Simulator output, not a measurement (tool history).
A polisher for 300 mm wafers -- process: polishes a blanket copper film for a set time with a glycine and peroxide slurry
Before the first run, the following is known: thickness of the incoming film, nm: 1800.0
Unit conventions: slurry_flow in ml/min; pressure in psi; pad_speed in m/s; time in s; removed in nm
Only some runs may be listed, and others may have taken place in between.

| run | hour | slurry_flow | pressure | pad_speed | time | removed |
|---|---|---|---|---|---|---|
| 1 | 0.0 | 175 | 1.9 | 0.88 | 103 | 414.02 |
| 2 | 8.1 | 200 | 1.9 | 0.88 | 103 | 417.65 |
| 3 | 17.1 | 200 | 2.4 | 0.88 | 103 | 483.65 |
| 4 | 20.5 | 205 | 2.5 | 0.88 | 103 | 494.39 |
| 5 | 22.1 | 170 | 2.5 | 0.88 | 103 | 478.04 |
| 6 | 28.2 | 180 | 2.5 | 0.88 | 103 | 478.20 |
| 7 | 33.1 | 190 | 2.5 | 0.88 | 103 | 487.49 |
| 8 | 38.7 | 195 | 2.5 | 0.88 | 103 | 488.48 |

Run 9, settings as shown, results not yet in. Your forecast:
| 9 | 41.0 | 200 | 2.5 | 0.88 | 103 | ? |

{"run 9": {"removed": 484.63}}
